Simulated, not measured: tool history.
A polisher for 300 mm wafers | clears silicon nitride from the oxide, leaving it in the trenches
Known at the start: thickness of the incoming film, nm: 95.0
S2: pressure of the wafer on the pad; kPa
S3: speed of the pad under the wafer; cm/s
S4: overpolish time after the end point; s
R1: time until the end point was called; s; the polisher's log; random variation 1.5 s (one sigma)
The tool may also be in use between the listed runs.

Run 1, day 0: flow of slurry (ml/min) 185, S2 12.4 kPa, S3 94 cm/s, S4 18 s. Result: R1 172.79 s.
Run 2, day 0.158: flow of slurry (ml/min) 185, S2 13.1 kPa, S3 94 cm/s, S4 18 s. Result: R1 166.81 s.
Run 3, day 0.217: flow of slurry (ml/min) 185, S2 13.1 kPa, S3 94 cm/s, S4 20 s. Result: R1 164.89 s.
Run 4, day 0.592: flow of slurry (ml/min) 185, S2 10.3 kPa, S3 94 cm/s, S4 20 s. Result: R1 193.07 s.
Run 5, day 0.671: flow of slurry (ml/min) 185, S2 11.7 kPa, S3 96 cm/s, S4 20 s. Result: R1 175.14 s.
Run 6, day 0.888: flow of slurry (ml/min) 185, S2 11.7 kPa, S3 80 cm/s, S4 20 s. Result: R1 200.68 s.
Run 7, day 1.017: flow of slurry (ml/min) 185, S2 13.1 kPa, S3 82 cm/s, S4 20 s. Result: R1 183.63 s.
Run 8, day 1.129: flow of slurry (ml/min) 185, S2 14.5 kPa, S3 82 cm/s, S4 20 s. Result: R1 173.32 s.

Forecast run 9:
Run 9, day 1.504: flow of slurry (ml/min) 185, S2 15.9 kPa, S3 84 cm/s, S4 20 s. Result: R1 ?.

R1: 155.73 s

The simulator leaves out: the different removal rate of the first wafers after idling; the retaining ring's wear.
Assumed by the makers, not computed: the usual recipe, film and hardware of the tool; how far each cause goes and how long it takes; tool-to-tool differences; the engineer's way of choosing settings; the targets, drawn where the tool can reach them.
